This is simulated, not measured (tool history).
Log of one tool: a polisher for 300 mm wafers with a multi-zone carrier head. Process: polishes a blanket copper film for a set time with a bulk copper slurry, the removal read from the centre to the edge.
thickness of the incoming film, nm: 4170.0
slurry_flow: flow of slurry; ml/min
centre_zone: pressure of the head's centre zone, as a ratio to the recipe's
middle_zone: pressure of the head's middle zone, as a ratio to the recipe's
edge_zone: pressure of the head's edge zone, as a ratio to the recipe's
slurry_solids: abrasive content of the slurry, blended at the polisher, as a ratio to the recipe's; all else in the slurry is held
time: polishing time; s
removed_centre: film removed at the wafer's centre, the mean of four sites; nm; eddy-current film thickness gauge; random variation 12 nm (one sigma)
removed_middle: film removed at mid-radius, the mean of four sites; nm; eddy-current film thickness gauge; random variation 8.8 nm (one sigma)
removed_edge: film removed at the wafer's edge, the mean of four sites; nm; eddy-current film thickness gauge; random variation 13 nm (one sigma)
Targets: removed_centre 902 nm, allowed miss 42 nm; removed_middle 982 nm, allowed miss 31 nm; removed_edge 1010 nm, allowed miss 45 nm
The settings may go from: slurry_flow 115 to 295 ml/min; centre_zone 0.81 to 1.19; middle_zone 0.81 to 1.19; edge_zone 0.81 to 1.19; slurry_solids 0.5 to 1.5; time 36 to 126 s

run 1 hour=0 | slurry_flow=190 centre_zone=1 middle_zone=1 edge_zone=1 slurry_solids=1 time=81 | removed_centre=776.6 removed_middle=805.12 removed_edge=798.98
run 2 hour=6 | slurry_flow=195 centre_zone=1 middle_zone=1.01 edge_zone=1.03 slurry_solids=1.1 time=82 | removed_centre=829.47 removed_middle=854.28 removed_edge=838.26
run 3 hour=14.1 | slurry_flow=200 centre_zone=0.98 middle_zone=1.01 edge_zone=1.06 slurry_solids=1.15 time=83 | removed_centre=839.03 removed_middle=873.99 removed_edge=869.98
run 4 hour=14.9 | slurry_flow=200 centre_zone=0.98 middle_zone=1.01 edge_zone=1.06 slurry_solids=1.15 time=64 | removed_centre=639.56 removed_middle=658.22 removed_edge=664.68
run 5 hour=15.5 | slurry_flow=200 centre_zone=0.98 middle_zone=1.01 edge_zone=1.06 slurry_solids=1.15 time=44 | removed_centre=437.2 removed_middle=462.04 removed_edge=474.47
run 6 hour=20.2 | slurry_flow=200 centre_zone=0.96 middle_zone=1.01 edge_zone=1.08 slurry_solids=1.2 time=53 | removed_centre=521.12 removed_middle=568.38 removed_edge=578.83
run 7 hour=24.7 | slurry_flow=205 centre_zone=0.96 middle_zone=1.01 edge_zone=1.1 slurry_solids=1.25 time=59 | removed_centre=577.98 removed_middle=627 removed_edge=645.72
run 8 hour=31 | slurry_flow=210 centre_zone=0.96 middle_zone=1.01 edge_zone=1.12 slurry_solids=1.3 time=64 | removed_centre=647.99 removed_middle=697.14 removed_edge=725.37
run 9 hour=36.7 | slurry_flow=215 centre_zone=0.96 middle_zone=1.02 edge_zone=1.13 slurry_solids=1.35 time=67 | removed_centre=680.91 removed_middle=749.68 removed_edge=778.14
run 10 hour=43.8 | slurry_flow=220 centre_zone=0.97 middle_zone=1.03 edge_zone=1.14 slurry_solids=1.4 time=69 | removed_centre=727.2 removed_middle=784.17 removed_edge=830.69
run 11 hour=52 | slurry_flow=225 centre_zone=0.98 middle_zone=1.06 edge_zone=1.15 slurry_solids=1.4 time=70 | removed_centre=748.14 removed_middle=826.5 removed_edge=807.31
run 12 hour=61.1 | slurry_flow=230 centre_zone=0.98 middle_zone=1.06 edge_zone=1.16 slurry_solids=1.4 time=72 | removed_centre=776.28 removed_middle=849.45 removed_edge=844.31
run 13 hour=69.1 | slurry_flow=230 centre_zone=0.98 middle_zone=1.06 edge_zone=1.17 slurry_solids=1.4 time=74 | removed_centre=799.21 removed_middle=875.49 removed_edge=878.13

Which of these 5 next moves meets every target?
run A hour=77.1 | slurry_flow=210 centre_zone=0.97 middle_zone=1.13 edge_zone=1.16 slurry_solids=1.45 time=85 | removed_centre=? removed_middle=? removed_edge=?
run B hour=77.1 | slurry_flow=250 centre_zone=0.96 middle_zone=1.03 edge_zone=1.11 slurry_solids=1.5 time=84 | removed_centre=? removed_middle=? removed_edge=?
run C hour=77.1 | slurry_flow=235 centre_zone=0.95 middle_zone=1.11 edge_zone=1.12 slurry_solids=1.3 time=89 | removed_centre=? removed_middle=? removed_edge=?
run D hour=77.1 | slurry_flow=175 centre_zone=0.82 middle_zone=1.07 edge_zone=1.18 slurry_solids=1.3 time=94 | removed_centre=? removed_middle=? removed_edge=?
run E hour=77.1 | slurry_flow=215 centre_zone=0.82 middle_zone=1.03 edge_zone=1.18 slurry_solids=1.5 time=92 | removed_centre=? removed_middle=? removed_edge=?

move=A removed_centre=905.05 removed_middle=1060.3 removed_edge=994.23
move=B removed_centre=915.07 removed_middle=1000.8 removed_edge=987.44
move=C removed_centre=916.49 removed_middle=1078.7 removed_edge=1005
move=D removed_centre=795.02 removed_middle=1058.5 removed_edge=1056
move=E removed_centre=836.81 removed_middle=1075.8 removed_edge=1099.5
A: takes the result that was furthest off past its target
B: meets every target
C: takes the result that was furthest off past its target
D: takes the result that was furthest off past its target
E: takes the result that was furthest off past its target
Answer: B

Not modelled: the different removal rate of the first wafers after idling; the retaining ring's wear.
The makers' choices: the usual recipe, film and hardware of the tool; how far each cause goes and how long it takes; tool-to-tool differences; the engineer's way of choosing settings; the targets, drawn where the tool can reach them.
